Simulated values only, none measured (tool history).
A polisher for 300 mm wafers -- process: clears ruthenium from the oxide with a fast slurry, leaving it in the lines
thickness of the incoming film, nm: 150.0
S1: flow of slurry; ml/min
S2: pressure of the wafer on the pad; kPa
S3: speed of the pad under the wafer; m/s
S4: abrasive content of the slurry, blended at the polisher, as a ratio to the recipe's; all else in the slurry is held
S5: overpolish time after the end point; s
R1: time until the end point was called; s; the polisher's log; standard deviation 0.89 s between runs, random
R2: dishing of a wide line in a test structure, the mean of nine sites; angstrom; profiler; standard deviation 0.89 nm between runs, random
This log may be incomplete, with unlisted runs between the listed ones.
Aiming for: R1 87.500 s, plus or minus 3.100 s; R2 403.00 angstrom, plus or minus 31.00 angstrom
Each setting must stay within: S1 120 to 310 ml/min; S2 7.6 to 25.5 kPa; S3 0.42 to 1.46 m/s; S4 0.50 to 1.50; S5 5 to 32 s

| run | day | S1 | S2 | S3 | S4 | S5 | R1 | R2 |
|---|---|---|---|---|---|---|---|---|
| 1 | 0.000 | 200 | 16.5 | 0.94 | 1.00 | 16 | 51.421 | 442.02 |
| 2 | 0.183 | 195 | 13.8 | 0.94 | 1.00 | 18 | 60.133 | 392.62 |
| 3 | 0.308 | 190 | 11.7 | 0.92 | 1.00 | 21 | 70.862 | 402.88 |
| 4 | 0.667 | 190 | 11.7 | 1.04 | 1.00 | 21 | 63.639 | 452.39 |
| 5 | 1.021 | 185 | 10.3 | 1.02 | 1.00 | 22 | 71.276 | 415.59 |
| 6 | 1.300 | 185 | 10.3 | 1.02 | 1.20 | 22 | 66.320 | 449.16 |
| 7 | 1.662 | 180 | 9.7 | 1.00 | 1.20 | 23 | 71.668 | 435.68 |
| 8 | 1.938 | 175 | 9.0 | 0.98 | 1.20 | 24 | 79.825 | 426.72 |
| 9 | 2.292 | 165 | 9.0 | 0.98 | 1.20 | 24 | 77.779 | 400.16 |

Exercise: of the 5 proposed moves below, exactly one satisfies all targets within the stated allowed misses. Which move is it?
| A | 2.646 | 120 | 9.7 | 0.80 | 1.50 | 20 | ? | ? |
| B | 2.646 | 150 | 8.3 | 1.10 | 1.15 | 19 | ? | ? |
| C | 2.646 | 155 | 9.0 | 0.96 | 1.05 | 26 | ? | ? |
| D | 2.646 | 140 | 9.7 | 0.82 | 1.15 | 24 | ? | ? |
| E | 2.646 | 165 | 8.3 | 1.02 | 1.15 | 20 | ? | ? |

| move | R1 | R2 |
|---|---|---|
| A | 89.269 | 315.23 |
| B | 78.768 | 337.84 |
| C | 87.199 | 411.37 |
| D | 93.541 | 357.89 |
| E | 83.254 | 336.55 |
A: brings the result that was furthest off to its target, and leaves another outside
B: closes in on the targets versus the last run, not all within tolerance yet
C: every result within its allowed miss
D: takes the result that was furthest off past its target
E: closes in on the targets versus the last run, not all within tolerance yet
Move C is the one to make.
